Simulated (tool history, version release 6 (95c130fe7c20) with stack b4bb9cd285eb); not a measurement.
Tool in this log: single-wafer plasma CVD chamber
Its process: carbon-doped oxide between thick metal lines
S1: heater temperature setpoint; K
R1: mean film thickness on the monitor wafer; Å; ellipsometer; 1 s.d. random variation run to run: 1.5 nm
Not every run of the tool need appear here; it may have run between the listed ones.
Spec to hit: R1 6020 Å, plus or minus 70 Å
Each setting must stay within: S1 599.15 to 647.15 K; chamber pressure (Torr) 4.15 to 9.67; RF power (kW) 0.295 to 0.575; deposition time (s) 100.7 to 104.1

{"run": 1, "hour": 0.0, "S1": 623.15, "chamber pressure (Torr)": 6.91, "RF power (kW)": 0.435, "deposition time (s)": 100.7, "R1": 4989.8}
{"run": 2, "hour": 3.6, "S1": 614.15, "chamber pressure (Torr)": 6.91, "RF power (kW)": 0.435, "deposition time (s)": 100.7, "R1": 5090.5}
{"run": 3, "hour": 5.6, "S1": 614.15, "chamber pressure (Torr)": 6.91, "RF power (kW)": 0.435, "deposition time (s)": 104.1, "R1": 5257.7}
{"run": 4, "hour": 8.0, "S1": 605.15, "chamber pressure (Torr)": 6.91, "RF power (kW)": 0.435, "deposition time (s)": 104.1, "R1": 5389.5}
{"run": 5, "hour": 15.1, "S1": 604.15, "chamber pressure (Torr)": 7.06, "RF power (kW)": 0.445, "deposition time (s)": 104.1, "R1": 5532.2}
{"run": 6, "hour": 20.4, "S1": 615.15, "chamber pressure (Torr)": 7.06, "RF power (kW)": 0.445, "deposition time (s)": 104.1, "R1": 5360}
{"run": 7, "hour": 23.5, "S1": 613.15, "chamber pressure (Torr)": 7.28, "RF power (kW)": 0.45, "deposition time (s)": 104.1, "R1": 5479.4}
{"run": 8, "hour": 24.6, "S1": 612.15, "chamber pressure (Torr)": 7.6, "RF power (kW)": 0.45, "deposition time (s)": 104.1, "R1": 5469.5}
{"run": 9, "hour": 29.7, "S1": 602.15, "chamber pressure (Torr)": 7.75, "RF power (kW)": 0.505, "deposition time (s)": 104.1, "R1": 6174.9}

Consider the 5 candidate settings below. Which is the only one whose results all fall within their allowed miss of target?
{"run": "A", "hour": 34.8, "S1": 599.15, "chamber pressure (Torr)": 7.7, "RF power (kW)": 0.53, "deposition time (s)": 102.8, "R1": "?"}
{"run": "B", "hour": 34.8, "S1": 609.15, "chamber pressure (Torr)": 6.69, "RF power (kW)": 0.505, "deposition time (s)": 101.7, "R1": "?"}
{"run": "C", "hour": 34.8, "S1": 601.15, "chamber pressure (Torr)": 7.78, "RF power (kW)": 0.49, "deposition time (s)": 101.7, "R1": "?"}
{"run": "D", "hour": 34.8, "S1": 599.15, "chamber pressure (Torr)": 8.24, "RF power (kW)": 0.505, "deposition time (s)": 103.9, "R1": "?"}
{"run": "E", "hour": 34.8, "S1": 599.15, "chamber pressure (Torr)": 7.47, "RF power (kW)": 0.495, "deposition time (s)": 102.1, "R1": "?"}

move=A R1=6352.5
move=B R1=5843.3
move=C R1=5901.5
move=D R1=6224.5
move=E R1=5990.1
A: misses by more than the last run did
B: moves the result that the last run missed by most past its target, out the other side
C: moves the result that the last run missed by most past its target, out the other side
D: misses by more than the last run did
E: all results land within tolerance of their targets
Correct choice: E, which meets every target
